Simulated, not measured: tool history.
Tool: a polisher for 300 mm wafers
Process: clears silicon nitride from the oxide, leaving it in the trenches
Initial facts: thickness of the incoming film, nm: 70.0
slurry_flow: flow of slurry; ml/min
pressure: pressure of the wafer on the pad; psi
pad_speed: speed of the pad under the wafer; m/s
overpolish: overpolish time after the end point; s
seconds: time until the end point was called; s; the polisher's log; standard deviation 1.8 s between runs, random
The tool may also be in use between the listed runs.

run    day  slurry_flow  pressure  pad_speed  overpolish  seconds
  1      0          260       2.7       0.98          45   74.535
  2  0.046          260       2.6       0.98          45    75.47
  3  0.171          230       2.6       0.98          45   77.891
  4  0.508          230       2.6       1.14          45    69.51
  5  0.542          230       2.6       1.06          45   72.429
  6  0.596          230       2.4       1.04          45    79.12
  7  0.658          230       2.3       1.02          45   80.786

Run 8 comes next. What will it give?
  8  0.738          230       2.2          1          45        ?

seconds: 85.811 s
